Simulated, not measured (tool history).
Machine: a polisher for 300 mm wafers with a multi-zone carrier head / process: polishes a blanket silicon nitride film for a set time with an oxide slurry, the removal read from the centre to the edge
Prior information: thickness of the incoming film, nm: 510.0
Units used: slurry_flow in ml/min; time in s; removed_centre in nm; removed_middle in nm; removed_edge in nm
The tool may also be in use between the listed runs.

| run | day | slurry_flow | centre_zone | middle_zone | edge_zone | slurry_solids | time | removed_centre | removed_middle | removed_edge |
|---|---|---|---|---|---|---|---|---|---|---|
| 1 | 0 | 180 | 1 | 1 | 1 | 1 | 32 | 29.751 | 30.056 | 30.157 |
| 2 | 0.05 | 180 | 1 | 1.04 | 1 | 1 | 32 | 29.911 | 31.291 | 29.386 |
| 3 | 0.079 | 180 | 1 | 1.04 | 1 | 1 | 27 | 25.308 | 26.76 | 26.176 |
| 4 | 0.329 | 150 | 1 | 1.04 | 1 | 1 | 27 | 23.899 | 25.113 | 25.746 |
| 5 | 0.525 | 150 | 1 | 1.04 | 0.95 | 1 | 27 | 23.969 | 25.332 | 24.134 |
| 6 | 0.821 | 150 | 1 | 1.04 | 0.95 | 0.8 | 27 | 21.501 | 22.55 | 21.782 |
| 7 | 0.925 | 145 | 0.98 | 0.99 | 0.92 | 0.75 | 27 | 20.286 | 20.825 | 20.696 |
| 8 | 1.3 | 145 | 0.98 | 0.99 | 0.92 | 0.75 | 27 | 20.237 | 20.585 | 20.704 |
| 9 | 1.446 | 140 | 0.96 | 0.95 | 0.89 | 0.7 | 27 | 18.891 | 19.216 | 19.988 |
| 10 | 1.717 | 140 | 0.96 | 0.93 | 0.87 | 0.65 | 27 | 18.219 | 18.145 | 18.837 |
| 11 | 1.896 | 135 | 0.96 | 0.91 | 0.85 | 0.65 | 27 | 18.033 | 17.719 | 19.168 |
| 12 | 2.133 | 140 | 0.96 | 0.9 | 0.84 | 0.6 | 27 | 17.421 | 16.761 | 18.132 |
| 13 | 2.25 | 140 | 0.96 | 0.9 | 0.83 | 0.6 | 27 | 17.235 | 16.735 | 17.761 |

What will run 14 give?
| 14 | 2.567 | 140 | 0.96 | 0.89 | 0.82 | 0.6 | 27 | ? | ? | ? |

Run 14 produced removed_centre 17.399 nm, removed_middle 16.552 nm, removed_edge 17.821 nm.
